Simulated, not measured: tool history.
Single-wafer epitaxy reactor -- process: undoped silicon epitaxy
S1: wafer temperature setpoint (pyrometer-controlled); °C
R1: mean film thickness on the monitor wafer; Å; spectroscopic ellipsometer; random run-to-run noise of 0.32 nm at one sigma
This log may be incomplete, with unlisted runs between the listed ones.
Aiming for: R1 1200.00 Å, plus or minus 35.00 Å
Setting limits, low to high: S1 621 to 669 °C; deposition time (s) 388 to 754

run 1 hour=0.0 | S1=645 deposition_time_(s)=571 | R1=828.24
run 2 hour=4.6 | S1=639 deposition_time_(s)=571 | R1=715.18
run 3 hour=5.9 | S1=639 deposition_time_(s)=503 | R1=631.73
run 4 hour=7.4 | S1=644 deposition_time_(s)=505 | R1=718.12
run 5 hour=11.3 | S1=637 deposition_time_(s)=505 | R1=603.57
-- hour=12.9 pyrometer calibrated
run 6 hour=12.9 | S1=637 deposition_time_(s)=450 | R1=572.07
run 7 hour=15.8 | S1=649 deposition_time_(s)=503 | R1=852.27
run 8 hour=19.8 | S1=661 deposition_time_(s)=509 | R1=1143.20

Of the 5 settings listed for the next run, only one would bring every result within its allowed miss of target. Which one?
run A hour=23.8 | S1=667 deposition_time_(s)=512 | R1=?
run B hour=23.8 | S1=657 deposition_time_(s)=519 | R1=?
run C hour=23.8 | S1=663 deposition_time_(s)=552 | R1=?
run D hour=23.8 | S1=664 deposition_time_(s)=502 | R1=?
run E hour=23.8 | S1=651 deposition_time_(s)=637 | R1=?

move=A R1=1318.50
move=B R1=1061.80
move=C R1=1297.30
move=D R1=1207.20
move=E R1=1132.20
A: carries the result that was furthest off beyond its target, to the other side
B: lands further from the targets than the last run did
C: carries the result that was furthest off beyond its target, to the other side
D: meets every target
E: lands further from the targets than the last run did
The right move is D.

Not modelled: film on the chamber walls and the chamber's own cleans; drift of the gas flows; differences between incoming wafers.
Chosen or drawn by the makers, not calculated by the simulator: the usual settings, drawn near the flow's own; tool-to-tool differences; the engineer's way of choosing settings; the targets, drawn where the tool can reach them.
